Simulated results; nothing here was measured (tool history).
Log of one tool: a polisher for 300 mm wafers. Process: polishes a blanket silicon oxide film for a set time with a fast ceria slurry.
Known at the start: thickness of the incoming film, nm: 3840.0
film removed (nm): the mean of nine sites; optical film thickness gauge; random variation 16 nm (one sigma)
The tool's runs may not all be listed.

| run | hour | flow of slurry (ml/min) | pressure of the wafer on the pad (kPa) | speed of the pad under the wafer (cm/s) | polishing time (s) | film removed (nm) |
|---|---|---|---|---|---|---|
| 1 | 0.0 | 160 | 17.2 | 90 | 72 | 899.32 |
| 2 | 2.7 | 160 | 17.2 | 90 | 76 | 947.82 |
| 3 | 5.7 | 160 | 17.2 | 90 | 76 | 979.40 |
| 4 | 8.6 | 160 | 17.9 | 90 | 76 | 987.31 |
| 5 | 15.8 | 160 | 17.9 | 74 | 76 | 812.93 |
| 6 | 20.1 | 160 | 20.0 | 74 | 76 | 898.71 |
| 7 | 22.1 | 160 | 20.0 | 74 | 76 | 894.09 |

Forecast run 8:
| 8 | 26.0 | 160 | 21.4 | 74 | 76 | ? |

Run 8 gave film removed (nm) 953.27.

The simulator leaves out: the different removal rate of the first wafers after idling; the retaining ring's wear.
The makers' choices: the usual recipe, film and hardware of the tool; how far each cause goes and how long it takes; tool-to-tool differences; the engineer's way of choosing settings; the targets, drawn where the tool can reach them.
